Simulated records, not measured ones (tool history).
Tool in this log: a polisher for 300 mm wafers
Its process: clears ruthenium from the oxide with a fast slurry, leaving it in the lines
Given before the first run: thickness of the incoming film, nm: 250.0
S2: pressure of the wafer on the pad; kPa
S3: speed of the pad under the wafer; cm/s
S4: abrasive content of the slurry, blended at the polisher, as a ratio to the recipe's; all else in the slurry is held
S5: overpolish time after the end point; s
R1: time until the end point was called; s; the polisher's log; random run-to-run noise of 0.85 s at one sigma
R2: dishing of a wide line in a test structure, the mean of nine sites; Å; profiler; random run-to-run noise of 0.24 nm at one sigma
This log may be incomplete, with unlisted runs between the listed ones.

run 1 hour=0 | flow_of_slurry_(ml/min)=155 S2=17.2 S3=116 S4=1 S5=14 | R1=49.1 R2=361.62
run 2 hour=2.1 | flow_of_slurry_(ml/min)=155 S2=21.4 S3=116 S4=1 S5=14 | R1=39.591 R2=399.16
run 3 hour=3.2 | flow_of_slurry_(ml/min)=155 S2=22.8 S3=102 S4=1 S5=12 | R1=42.293 R2=355.27
run 4 hour=8.4 | flow_of_slurry_(ml/min)=140 S2=23.4 S3=100 S4=0.9 S5=10 | R1=44.293 R2=302.06
run 5 hour=16.9 | flow_of_slurry_(ml/min)=130 S2=24.1 S3=100 S4=0.8 S5=9 | R1=44.868 R2=275.44
run 6 hour=19 | flow_of_slurry_(ml/min)=130 S2=21.4 S3=100 S4=0.8 S5=9 | R1=51.428 R2=254.35
run 7 hour=24.1 | flow_of_slurry_(ml/min)=140 S2=23.4 S3=90 S4=0.8 S5=4 | R1=49.382 R2=131.11
run 8 hour=29.8 | flow_of_slurry_(ml/min)=130 S2=24.1 S3=92 S4=0.8 S5=4 | R1=49.833 R2=135.9

Predict the results of run 9:
run 9 hour=32.1 | flow_of_slurry_(ml/min)=125 S2=24.1 S3=98 S4=0.75 S5=4 | R1=? R2=?

For run 9 the tool returned R1 48.273 s, R2 136.07 Å.
